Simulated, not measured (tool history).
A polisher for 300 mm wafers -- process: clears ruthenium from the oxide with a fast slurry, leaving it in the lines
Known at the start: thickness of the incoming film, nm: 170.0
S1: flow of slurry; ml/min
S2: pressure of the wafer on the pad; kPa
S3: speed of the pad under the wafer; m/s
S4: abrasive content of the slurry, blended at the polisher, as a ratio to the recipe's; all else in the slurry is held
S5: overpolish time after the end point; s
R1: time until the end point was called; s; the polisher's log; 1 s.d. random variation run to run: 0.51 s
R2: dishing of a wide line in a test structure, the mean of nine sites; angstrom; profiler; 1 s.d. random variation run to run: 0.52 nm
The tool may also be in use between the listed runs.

| run | hour | S1 | S2 | S3 | S4 | S5 | R1 | R2 |
|---|---|---|---|---|---|---|---|---|
| 1 | 0.0 | 305 | 12.4 | 1.16 | 1.0 | 11 | 53.469 | 315.29 |
| 2 | 7.0 | 305 | 12.4 | 1.16 | 1.0 | 12 | 53.523 | 333.85 |
| 3 | 13.5 | 305 | 12.4 | 1.16 | 1.0 | 16 | 53.573 | 435.00 |
| 4 | 15.0 | 270 | 12.4 | 1.16 | 1.0 | 16 | 54.789 | 431.60 |
| 5 | 20.2 | 270 | 12.4 | 0.94 | 1.0 | 16 | 63.607 | 374.58 |
| 6 | 26.7 | 270 | 12.4 | 0.94 | 1.0 | 11 | 65.211 | 265.14 |
| 7 | 29.6 | 270 | 12.4 | 0.94 | 1.0 | 11 | 63.645 | 262.78 |

Run 8 is up next; what results do you expect?
| 8 | 31.3 | 270 | 12.4 | 0.94 | 1.0 | 12 | ? | ? |

Logged for run 8: R1 64.700 s, R2 282.66 angstrom.
